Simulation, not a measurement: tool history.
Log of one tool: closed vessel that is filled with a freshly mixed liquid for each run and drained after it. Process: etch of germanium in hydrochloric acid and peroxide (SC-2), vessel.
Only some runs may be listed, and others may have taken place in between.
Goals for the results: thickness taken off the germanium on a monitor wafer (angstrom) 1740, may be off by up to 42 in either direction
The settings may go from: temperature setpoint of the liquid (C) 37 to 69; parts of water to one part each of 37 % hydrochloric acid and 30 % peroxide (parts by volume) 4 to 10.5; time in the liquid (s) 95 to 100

run    day  temperature setpoint of the liquid (C)  parts of water to one part each of 37 % hydrochloric acid and 30 % peroxide (parts by volume)  time in the liquid (s)  thickness taken off the germanium on a monitor wafer (angstrom)
  1      0                                      53                                                                                            5.5                      95                                                             1555
  2  0.212                                      50                                                                                            5.5                      95                                                           1390.6
  3  0.467                                      50                                                                                            4.5                      95                                                           1407.6
  4  0.779                                      50                                                                                            4.5                      95                                                           1400.7
  5  0.883                                      46                                                                                            4.5                      95                                                           1235.7
  6  1.225                                    48.5                                                                                            4.5                      95                                                           1344.3
  7  1.608                                    50.5                                                                                            4.5                      95                                                           1427.6
  8  1.846                                      52                                                                                            4.5                      95                                                           1500.7
  9  2.183                                      53                                                                                            4.5                      95                                                           1550.3
 10  2.458                                      54                                                                                            4.5                      95                                                           1597.7
 11  2.538                                      54                                                                                            4.5                      95                                                           1606.4
 12  2.883                                    54.5                                                                                            4.5                      95                                                           1625.2
 13  3.033                                      55                                                                                            4.5                      95                                                           1656.2
 14   3.25                                    55.5                                                                                            4.5                      95                                                           1683.5

Which of these 4 next moves meets every target?
  A  3.467                                    53.5                                                                                              5                     100                                                                ?
  B  3.467                                      56                                                                                              7                      95                                                                ?
  C  3.467                                      57                                                                                              4                     100                                                                ?
  D  3.467                                      57                                                                                            6.5                      95                                                                ?

move  thickness taken off the germanium on a monitor wafer (angstrom)
   A                                                           1661.1
   B                                                             1681
   C                                                           1860.8
   D                                                           1740.6
A: lands further from the targets than the last run did
B: neither nearer nor further off than the last run
C: takes the result that was furthest off past its target
D: meets every target
Correct choice: D, which meets every target
